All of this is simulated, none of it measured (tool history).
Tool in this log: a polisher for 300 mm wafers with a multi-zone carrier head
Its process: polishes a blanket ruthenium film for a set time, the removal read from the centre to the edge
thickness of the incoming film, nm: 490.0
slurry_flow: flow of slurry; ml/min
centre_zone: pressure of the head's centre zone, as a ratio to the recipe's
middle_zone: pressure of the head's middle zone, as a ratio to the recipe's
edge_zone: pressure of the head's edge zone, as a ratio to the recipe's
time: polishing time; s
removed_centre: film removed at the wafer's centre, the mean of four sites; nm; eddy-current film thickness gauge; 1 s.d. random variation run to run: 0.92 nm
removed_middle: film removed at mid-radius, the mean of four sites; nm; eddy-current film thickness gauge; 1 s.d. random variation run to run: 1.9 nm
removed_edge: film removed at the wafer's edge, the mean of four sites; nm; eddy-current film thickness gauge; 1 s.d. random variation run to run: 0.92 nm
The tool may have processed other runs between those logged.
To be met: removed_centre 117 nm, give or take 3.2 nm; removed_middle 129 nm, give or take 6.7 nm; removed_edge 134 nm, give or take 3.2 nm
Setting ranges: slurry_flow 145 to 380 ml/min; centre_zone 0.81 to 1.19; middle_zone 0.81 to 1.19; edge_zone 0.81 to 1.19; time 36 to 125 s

run 1 day=0 | slurry_flow=245 centre_zone=1 middle_zone=1 edge_zone=1 time=80 | removed_centre=88.517 removed_middle=89.687 removed_edge=90.159
run 2 day=0.217 | slurry_flow=245 centre_zone=1 middle_zone=1 edge_zone=1 time=73 | removed_centre=79.078 removed_middle=82.78 removed_edge=81.91
run 3 day=0.492 | slurry_flow=245 centre_zone=1 middle_zone=1.08 edge_zone=1 time=73 | removed_centre=79.613 removed_middle=84.669 removed_edge=80.998
run 4 day=0.533 | slurry_flow=245 centre_zone=1 middle_zone=1.08 edge_zone=1 time=88 | removed_centre=95.882 removed_middle=103.77 removed_edge=99.09
run 5 day=0.675 | slurry_flow=255 centre_zone=1 middle_zone=1.08 edge_zone=1.04 time=92 | removed_centre=100.26 removed_middle=109.38 removed_edge=104.97
-- day=0.846 worn pad replaced by a new one
run 6 day=0.846 | slurry_flow=255 centre_zone=1 middle_zone=1.08 edge_zone=1.04 time=78 | removed_centre=92.051 removed_middle=98.679 removed_edge=96.237
run 7 day=1.188 | slurry_flow=280 centre_zone=0.99 middle_zone=1.08 edge_zone=1.07 time=77 | removed_centre=91.827 removed_middle=99.126 removed_edge=96.961
run 8 day=1.371 | slurry_flow=215 centre_zone=0.96 middle_zone=1.06 edge_zone=1.16 time=99 | removed_centre=111.76 removed_middle=123.1 removed_edge=127.28
run 9 day=1.525 | slurry_flow=225 centre_zone=0.96 middle_zone=1.06 edge_zone=1.17 time=99 | removed_centre=113.5 removed_middle=120.92 removed_edge=128.49
run 10 day=1.704 | slurry_flow=235 centre_zone=0.96 middle_zone=1.07 edge_zone=1.17 time=99 | removed_centre=112.17 removed_middle=127.3 removed_edge=129.82
run 11 day=2.004 | slurry_flow=240 centre_zone=0.97 middle_zone=1.06 edge_zone=1.18 time=99 | removed_centre=113.89 removed_middle=121.75 removed_edge=130.51
run 12 day=2.258 | slurry_flow=245 centre_zone=0.97 middle_zone=1.07 edge_zone=1.18 time=99 | removed_centre=114.15 removed_middle=126.78 removed_edge=130.55
run 13 day=2.621 | slurry_flow=250 centre_zone=0.97 middle_zone=1.07 edge_zone=1.18 time=99 | removed_centre=115.04 removed_middle=126.7 removed_edge=131.08
run 14 day=2.721 | slurry_flow=255 centre_zone=0.97 middle_zone=1.07 edge_zone=1.18 time=99 | removed_centre=114.18 removed_middle=128.52 removed_edge=131.14

Below are 5 possible settings for the next run. Only one of them brings all results inside the allowed miss of their targets. Which is it?
run A day=2.821 | slurry_flow=310 centre_zone=0.87 middle_zone=1.1 edge_zone=1.18 time=102 | removed_centre=? removed_middle=? removed_edge=?
run B day=2.821 | slurry_flow=145 centre_zone=0.96 middle_zone=1.06 edge_zone=1.19 time=104 | removed_centre=? removed_middle=? removed_edge=?
run C day=2.821 | slurry_flow=170 centre_zone=1.01 middle_zone=1.07 edge_zone=1.17 time=100 | removed_centre=? removed_middle=? removed_edge=?
run D day=2.821 | slurry_flow=250 centre_zone=0.97 middle_zone=1.05 edge_zone=1.17 time=102 | removed_centre=? removed_middle=? removed_edge=?
run E day=2.821 | slurry_flow=325 centre_zone=0.97 middle_zone=1.08 edge_zone=1.1 time=96 | removed_centre=? removed_middle=? removed_edge=?

move=A removed_centre=111.24 removed_middle=137.25 removed_edge=136.14
move=B removed_centre=112.44 removed_middle=125.11 removed_edge=131.41
move=C removed_centre=115.31 removed_middle=123.63 removed_edge=127.09
move=D removed_centre=119.07 removed_middle=129.35 removed_edge=133.7
move=E removed_centre=115 removed_middle=127.61 removed_edge=124.24
A: brings the last run's worst result on target, with another outside its allowed miss
B: brings the last run's worst result on target, with another outside its allowed miss
C: lands further from the targets than the last run did
D: all results in spec
E: lands further from the targets than the last run did
Move D is the one to make.
